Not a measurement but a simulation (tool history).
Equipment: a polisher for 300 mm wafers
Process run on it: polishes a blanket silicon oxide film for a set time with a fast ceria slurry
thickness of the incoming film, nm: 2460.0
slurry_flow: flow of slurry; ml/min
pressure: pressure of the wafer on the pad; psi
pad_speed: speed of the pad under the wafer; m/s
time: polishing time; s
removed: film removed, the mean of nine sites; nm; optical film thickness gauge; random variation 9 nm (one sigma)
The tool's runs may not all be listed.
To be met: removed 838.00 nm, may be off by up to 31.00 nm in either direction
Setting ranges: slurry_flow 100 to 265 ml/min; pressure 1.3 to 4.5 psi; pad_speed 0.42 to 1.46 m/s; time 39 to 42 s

run,hour,slurry_flow,pressure,pad_speed,time,removed
1,0.0,170,2.9,0.94,42,678.04
2,5.3,170,2.9,1.06,42,756.18
3,8.8,170,2.9,0.88,42,616.65
4,17.3,210,2.9,0.88,42,650.05
5,18.2,215,3.1,0.88,42,695.23
6,22.0,215,3.1,0.80,42,635.45
7,29.9,220,3.4,0.80,42,692.80
8,30.6,225,3.6,0.80,42,737.98
9,36.4,225,3.7,0.80,42,752.28
10,38.3,230,3.8,0.80,42,784.26
11,44.2,230,3.9,0.80,42,803.02

5 candidate next runs follow, results not yet known. Just one meets every target within its allowed miss. Identify it.
A,50.1,240,3.9,0.76,42,?
B,50.1,200,4.4,0.82,42,?
C,50.1,220,3.9,0.86,41,?
D,50.1,250,4.0,0.80,39,?
E,50.1,265,3.7,0.82,42,?

move,removed
A,746.80
B,883.35
C,812.75
D,750.34
E,771.68
A: its largest miss is bigger than the last run's
B: pushes the last run's worst result past its target
C: in spec on every target
D: its largest miss is bigger than the last run's
E: its largest miss is bigger than the last run's
Answer: C
